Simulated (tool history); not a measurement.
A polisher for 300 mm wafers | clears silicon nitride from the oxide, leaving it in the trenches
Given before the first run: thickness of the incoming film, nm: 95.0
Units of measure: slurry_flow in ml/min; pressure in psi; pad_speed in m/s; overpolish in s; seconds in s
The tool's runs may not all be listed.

| run | hour | slurry_flow | pressure | pad_speed | overpolish | seconds |
|---|---|---|---|---|---|---|
| 1 | 0.0 | 310 | 3.1 | 0.94 | 20 | 116.88 |
| 2 | 7.8 | 310 | 2.4 | 0.94 | 20 | 156.21 |
| 3 | 16.8 | 310 | 2.4 | 0.94 | 22 | 154.80 |
| 4 | 22.0 | 270 | 2.4 | 0.94 | 22 | 154.99 |
| 5 | 23.0 | 270 | 3.0 | 0.96 | 22 | 122.18 |
| 6 | 25.8 | 270 | 3.0 | 0.86 | 22 | 137.87 |

The next listed run, before its measurement:
| 7 | 27.4 | 270 | 3.5 | 0.88 | 22 | ? |

seconds: 118.00 s
